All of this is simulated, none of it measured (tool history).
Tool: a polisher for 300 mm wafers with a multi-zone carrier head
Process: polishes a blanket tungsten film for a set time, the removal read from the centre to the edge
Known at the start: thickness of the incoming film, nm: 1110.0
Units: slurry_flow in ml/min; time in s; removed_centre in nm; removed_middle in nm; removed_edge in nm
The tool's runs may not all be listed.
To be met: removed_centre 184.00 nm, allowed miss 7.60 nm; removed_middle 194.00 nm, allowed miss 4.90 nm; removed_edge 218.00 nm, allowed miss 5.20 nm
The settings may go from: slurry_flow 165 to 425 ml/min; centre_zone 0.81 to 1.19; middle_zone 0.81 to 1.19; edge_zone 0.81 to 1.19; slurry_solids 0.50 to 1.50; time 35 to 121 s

run	hour	slurry_flow	centre_zone	middle_zone	edge_zone	slurry_solids	time	removed_centre	removed_middle	removed_edge
1	0.0	275	1.00	1.00	1.00	1.00	78	307.68	313.16	308.91
2	0.8	260	0.96	0.96	0.98	0.85	74	262.29	269.38	273.91
3	1.4	320	0.96	0.96	0.98	0.85	74	268.20	272.75	279.90
4	3.8	320	0.96	0.90	0.98	0.85	74	267.49	261.66	279.19
5	12.3	310	0.93	0.88	0.96	0.75	72	241.32	237.18	255.83
6	14.6	295	0.90	0.86	0.95	0.70	72	228.80	227.53	250.15
7	22.4	295	0.90	0.86	0.95	0.70	72	229.61	228.10	247.88
8	27.8	225	0.81	0.81	0.91	0.50	68	161.25	179.01	200.45
9	35.1	250	0.82	0.81	0.92	0.50	68	170.54	180.80	203.44
10	43.3	265	0.82	0.82	0.94	0.50	68	169.41	184.29	203.87
11	45.7	275	0.83	0.82	0.96	0.50	68	176.59	182.46	209.11
12	48.7	285	0.83	0.83	0.97	0.50	68	173.20	188.59	212.49
13	56.2	295	0.84	0.83	0.97	0.50	68	177.04	188.46	215.90
14	63.2	300	0.84	0.83	0.96	0.50	68	180.45	184.11	210.37
15	65.4	295	0.85	0.84	0.97	0.50	68	177.46	189.42	211.91
16	66.6	300	0.85	0.84	0.98	0.50	68	177.65	189.27	214.46

Which of these 4 next moves meets every target?
A	67.8	285	0.83	0.88	1.03	0.50	65	?	?	?
B	67.8	260	0.88	0.85	1.04	0.50	66	?	?	?
C	67.8	165	0.84	0.81	1.00	0.50	73	?	?	?
D	67.8	220	0.89	0.90	1.05	0.70	61	?	?	?

move	removed_centre	removed_middle	removed_edge
A	165.99	184.20	207.83
B	176.62	179.81	210.39
C	171.25	177.44	216.08
D	180.92	191.25	215.65
A: further off than the last run
B: further off than the last run
C: further off than the last run
D: meets every target
Answer: D

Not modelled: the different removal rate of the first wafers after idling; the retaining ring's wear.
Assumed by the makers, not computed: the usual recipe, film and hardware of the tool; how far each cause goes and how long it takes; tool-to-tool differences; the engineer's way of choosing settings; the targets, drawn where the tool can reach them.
